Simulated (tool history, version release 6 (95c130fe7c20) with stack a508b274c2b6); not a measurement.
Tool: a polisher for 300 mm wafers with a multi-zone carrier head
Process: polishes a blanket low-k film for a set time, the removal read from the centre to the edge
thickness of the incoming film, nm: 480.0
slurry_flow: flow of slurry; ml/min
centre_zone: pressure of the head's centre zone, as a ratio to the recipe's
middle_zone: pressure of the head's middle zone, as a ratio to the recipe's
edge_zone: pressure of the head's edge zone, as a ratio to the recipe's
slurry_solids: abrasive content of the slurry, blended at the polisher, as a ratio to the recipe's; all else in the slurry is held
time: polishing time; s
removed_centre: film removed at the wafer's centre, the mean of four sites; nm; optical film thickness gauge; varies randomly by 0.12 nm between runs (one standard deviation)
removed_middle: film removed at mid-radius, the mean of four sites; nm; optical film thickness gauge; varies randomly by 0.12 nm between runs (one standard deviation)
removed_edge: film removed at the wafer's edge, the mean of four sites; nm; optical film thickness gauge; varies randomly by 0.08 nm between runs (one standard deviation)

run 1 hour=0 | slurry_flow=305 centre_zone=1 middle_zone=1 edge_zone=1 slurry_solids=1 time=52 | removed_centre=11.713 removed_middle=11.526 removed_edge=11.61
run 2 hour=7.5 | slurry_flow=305 centre_zone=1 middle_zone=0.99 edge_zone=0.99 slurry_solids=1 time=52 | removed_centre=11.71 removed_middle=11.338 removed_edge=11.714
run 3 hour=15.9 | slurry_flow=305 centre_zone=1 middle_zone=0.98 edge_zone=0.98 slurry_solids=1 time=52 | removed_centre=11.85 removed_middle=11.347 removed_edge=11.651
run 4 hour=22.5 | slurry_flow=305 centre_zone=1 middle_zone=0.98 edge_zone=0.98 slurry_solids=1 time=40 | removed_centre=9.006 removed_middle=8.5668 removed_edge=8.8772
run 5 hour=30.6 | slurry_flow=305 centre_zone=1 middle_zone=0.98 edge_zone=1.03 slurry_solids=1 time=40 | removed_centre=9.0386 removed_middle=8.7664 removed_edge=9.0235
run 6 hour=38.1 | slurry_flow=305 centre_zone=1.01 middle_zone=0.98 edge_zone=1.04 slurry_solids=1 time=40 | removed_centre=9.2354 removed_middle=8.65 removed_edge=9.1285
run 7 hour=42.9 | slurry_flow=305 centre_zone=1.02 middle_zone=0.98 edge_zone=1.05 slurry_solids=1 time=40 | removed_centre=9.2778 removed_middle=8.5683 removed_edge=9.3176

The next listed run, before its measurement:
run 8 hour=46.8 | slurry_flow=340 centre_zone=1.12 middle_zone=1.08 edge_zone=1.11 slurry_solids=1.1 time=40 | removed_centre=? removed_middle=? removed_edge=?

removed_centre: 10.549 nm
removed_middle: 10.031 nm
removed_edge: 9.8585 nm

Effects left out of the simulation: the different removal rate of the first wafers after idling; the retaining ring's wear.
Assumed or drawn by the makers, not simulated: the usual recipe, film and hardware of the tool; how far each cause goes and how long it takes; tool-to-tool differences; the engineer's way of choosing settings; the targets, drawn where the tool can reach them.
